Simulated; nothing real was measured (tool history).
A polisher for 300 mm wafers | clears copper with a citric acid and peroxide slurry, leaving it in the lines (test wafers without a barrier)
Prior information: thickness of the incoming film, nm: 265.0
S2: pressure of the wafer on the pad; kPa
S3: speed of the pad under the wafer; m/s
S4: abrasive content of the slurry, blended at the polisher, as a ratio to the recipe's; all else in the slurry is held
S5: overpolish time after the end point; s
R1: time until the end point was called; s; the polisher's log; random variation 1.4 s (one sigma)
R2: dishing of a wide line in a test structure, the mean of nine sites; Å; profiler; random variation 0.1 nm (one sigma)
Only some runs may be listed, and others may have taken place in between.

Run 1, day 0: flow of slurry (ml/min) 130, S2 26.9 kPa, S3 1.24 m/s, S4 1, S5 11 s. Result: R1 89.936 s, R2 175.41 Å.
Run 2, day 0.088: flow of slurry (ml/min) 130, S2 26.9 kPa, S3 1.24 m/s, S4 1.15, S5 11 s. Result: R1 88.65 s, R2 179 Å.
Run 3, day 0.296: flow of slurry (ml/min) 130, S2 26.9 kPa, S3 1.34 m/s, S4 1.15, S5 11 s. Result: R1 80.484 s, R2 183.98 Å.
Run 4, day 0.6: flow of slurry (ml/min) 130, S2 26.9 kPa, S3 1.18 m/s, S4 1.15, S5 11 s. Result: R1 90.701 s, R2 171.85 Å.
Run 5, day 0.892: flow of slurry (ml/min) 130, S2 26.9 kPa, S3 1.18 m/s, S4 1.05, S5 11 s. Result: R1 92.637 s, R2 174.54 Å.
Run 6, day 1.133: flow of slurry (ml/min) 130, S2 22.8 kPa, S3 1.18 m/s, S4 1.05, S5 11 s. Result: R1 108.91 s, R2 156.3 Å.
Run 7, day 1.275: flow of slurry (ml/min) 145, S2 15.2 kPa, S3 1.54 m/s, S4 1.05, S5 5 s. Result: R1 126.05 s, R2 76.125 Å.
Run 8, day 1.542: flow of slurry (ml/min) 145, S2 15.9 kPa, S3 1.56 m/s, S4 1.05, S5 5 s. Result: R1 120.74 s, R2 79.012 Å.
Run 9, day 1.571: flow of slurry (ml/min) 145, S2 16.5 kPa, S3 1.58 m/s, S4 1.05, S5 5 s. Result: R1 116.66 s, R2 82.157 Å.
Run 10, day 1.812: flow of slurry (ml/min) 145, S2 16.5 kPa, S3 1.6 m/s, S4 1.05, S5 5 s. Result: R1 117.62 s, R2 81.231 Å.

What does the tool deliver on the next run?
Run 11, day 1.838: flow of slurry (ml/min) 155, S2 20.7 kPa, S3 1.64 m/s, S4 1.05, S5 3 s. Result: R1 ?, R2 ?.

{"run 11": {"R1": 91.297, "R2": 64.879}}
